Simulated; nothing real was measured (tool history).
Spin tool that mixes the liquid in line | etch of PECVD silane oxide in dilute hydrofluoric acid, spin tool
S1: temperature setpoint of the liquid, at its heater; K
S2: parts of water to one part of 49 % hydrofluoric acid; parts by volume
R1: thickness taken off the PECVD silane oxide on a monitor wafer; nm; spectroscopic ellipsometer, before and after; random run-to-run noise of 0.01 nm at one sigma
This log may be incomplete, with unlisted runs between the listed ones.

Run 1, hour 0: S1 294.15 K, S2 195 parts by volume, time under the liquid (s) 55. Result: R1 3.6794 nm.
Run 2, hour 4.7: S1 293.15 K, S2 200 parts by volume, time under the liquid (s) 55. Result: R1 3.4536 nm.
Run 3, hour 11.7: S1 292.65 K, S2 205 parts by volume, time under the liquid (s) 55. Result: R1 3.266 nm.
Run 4, hour 18.3: S1 292.65 K, S2 170 parts by volume, time under the liquid (s) 55. Result: R1 4.0943 nm.
Run 5, hour 26.3: S1 292.65 K, S2 145 parts by volume, time under the liquid (s) 55. Result: R1 4.9061 nm.
Run 6, hour 29.6: S1 292.65 K, S2 90 parts by volume, time under the liquid (s) 55. Result: R1 8.3913 nm.
Run 7, hour 36.5: S1 292.15 K, S2 120 parts by volume, time under the liquid (s) 55. Result: R1 5.9853 nm.
Run 8, hour 43.6: S1 291.65 K, S2 140 parts by volume, time under the liquid (s) 55. Result: R1 4.8911 nm.
Run 9, hour 52: S1 291.15 K, S2 155 parts by volume, time under the liquid (s) 55. Result: R1 4.2767 nm.
Run 10, hour 59: S1 291.15 K, S2 165 parts by volume, time under the liquid (s) 55. Result: R1 3.96 nm.
Run 11, hour 64: S1 291.15 K, S2 175 parts by volume, time under the liquid (s) 55. Result: R1 3.7202 nm.
Run 12, hour 71.2: S1 291.15 K, S2 185 parts by volume, time under the liquid (s) 55. Result: R1 3.4813 nm.
Run 13, hour 76.7: S1 291.15 K, S2 190 parts by volume, time under the liquid (s) 55. Result: R1 3.3682 nm.
Run 14, hour 81.3: S1 291.15 K, S2 195 parts by volume, time under the liquid (s) 55. Result: R1 3.2714 nm.
Run 15, hour 82.2: S1 291.15 K, S2 200 parts by volume, time under the liquid (s) 55. Result: R1 3.1705 nm.

Estimate the outcome of run 16 from the log above:
Run 16, hour 87.9: S1 291.15 K, S2 205 parts by volume, time under the liquid (s) 55. Result: R1 ?.

{"run 16": {"R1": 3.0893}}

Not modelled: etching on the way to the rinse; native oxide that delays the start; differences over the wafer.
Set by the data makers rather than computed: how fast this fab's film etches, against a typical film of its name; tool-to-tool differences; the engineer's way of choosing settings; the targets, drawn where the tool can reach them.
